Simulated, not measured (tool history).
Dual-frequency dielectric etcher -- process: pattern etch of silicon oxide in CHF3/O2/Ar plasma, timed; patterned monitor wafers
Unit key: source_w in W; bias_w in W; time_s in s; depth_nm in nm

{"run": 1, "hour": 0.0, "source_w": 500, "bias_w": 161, "time_s": 490, "depth_nm": 866.93}
{"run": 2, "hour": 1.8, "source_w": 410, "bias_w": 161, "time_s": 490, "depth_nm": 791.76}
{"run": 3, "hour": 7.2, "source_w": 440, "bias_w": 161, "time_s": 490, "depth_nm": 824.79}
{"run": 4, "hour": 11.1, "source_w": 420, "bias_w": 160, "time_s": 490, "depth_nm": 797.98}
{"run": 5, "hour": 14.9, "source_w": 420, "bias_w": 177, "time_s": 490, "depth_nm": 818.78}
{"run": 6, "hour": 17.9, "source_w": 400, "bias_w": 176, "time_s": 490, "depth_nm": 796.41}
{"run": 7, "hour": 20.5, "source_w": 390, "bias_w": 175, "time_s": 490, "depth_nm": 792.91}
{"run": 8, "hour": 26.3, "source_w": 380, "bias_w": 174, "time_s": 490, "depth_nm": 778.92}
{"run": 9, "hour": 29.1, "source_w": 370, "bias_w": 173, "time_s": 490, "depth_nm": 773.66}

For run 10, what comes out?
{"run": 10, "hour": 30.0, "source_w": 360, "bias_w": 172, "time_s": 490, "depth_nm": "?"}

{"run 10": {"depth_nm": 761.89}}
